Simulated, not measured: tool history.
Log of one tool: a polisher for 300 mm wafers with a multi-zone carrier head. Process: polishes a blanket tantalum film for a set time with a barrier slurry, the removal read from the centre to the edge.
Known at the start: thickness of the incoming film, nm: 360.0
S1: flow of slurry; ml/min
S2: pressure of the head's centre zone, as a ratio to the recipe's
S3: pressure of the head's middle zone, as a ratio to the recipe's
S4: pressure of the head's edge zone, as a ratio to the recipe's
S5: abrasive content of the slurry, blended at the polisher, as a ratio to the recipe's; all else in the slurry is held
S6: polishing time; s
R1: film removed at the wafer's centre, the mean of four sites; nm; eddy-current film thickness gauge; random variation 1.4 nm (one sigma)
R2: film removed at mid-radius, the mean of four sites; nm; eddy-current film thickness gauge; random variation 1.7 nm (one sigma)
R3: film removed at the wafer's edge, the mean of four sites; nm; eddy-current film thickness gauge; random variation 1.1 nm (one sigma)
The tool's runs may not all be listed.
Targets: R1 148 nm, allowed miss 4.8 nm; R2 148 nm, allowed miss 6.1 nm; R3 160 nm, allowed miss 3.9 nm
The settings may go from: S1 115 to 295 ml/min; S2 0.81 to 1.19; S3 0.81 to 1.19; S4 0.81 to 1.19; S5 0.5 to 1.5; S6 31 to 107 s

run	hour	S1	S2	S3	S4	S5	S6	R1	R2	R3
1	0	190	1	1	1	1	69	117.38	115.45	118.42
2	1.8	195	1	1.01	1.03	1.1	70	119.3	122.24	125.2
3	5.5	195	1	1.01	0.97	1.1	70	123.03	122.53	124.54
4	6.6	195	1	1.01	0.9	1.1	70	121.24	121.68	120.43
5	11.4	195	1	1.01	0.9	1.1	64	111.48	110.4	108.24
6	12.9	195	1.05	1.01	0.9	1.1	64	115.31	110.6	108.18
7	17.7	200	1.05	1.01	0.94	1.2	66	122.46	119.71	116.6
8	25.8	205	1.04	0.99	0.97	1.25	68	128.35	122.86	124.59
9	32.1	210	1.03	0.99	1	1.3	69	132.41	125.46	127.92
10	38.3	210	1.01	0.99	1.03	1.35	71	134.96	129.39	137.21
11	42.9	215	1.01	1	1.05	1.4	72	136.84	135.92	140.68
12	45.4	220	1.01	1	1.07	1.4	73	138.94	137.03	145.24
13	53	225	1.01	1	1.09	1.4	73	139.06	136.79	145.82

4 next moves are on the table. One of them brings every result within its allowed miss. Which?
A	60.6	235	0.99	1.01	1.12	1.45	77	?	?	?
B	60.6	235	1	0.89	1.13	1.3	83	?	?	?
C	60.6	185	0.84	1	1.19	1.25	83	?	?	?
D	60.6	180	1.16	1.02	1.04	1.5	69	?	?	?

move	R1	R2	R3
A	147.12	146.68	158.11
B	155.7	138.34	166.76
C	125.18	146.65	165.32
D	150.31	129.19	134.57
A: meets every target
B: takes the result that was furthest off past its target
C: takes the result that was furthest off past its target
D: further off than the last run
Answer: A

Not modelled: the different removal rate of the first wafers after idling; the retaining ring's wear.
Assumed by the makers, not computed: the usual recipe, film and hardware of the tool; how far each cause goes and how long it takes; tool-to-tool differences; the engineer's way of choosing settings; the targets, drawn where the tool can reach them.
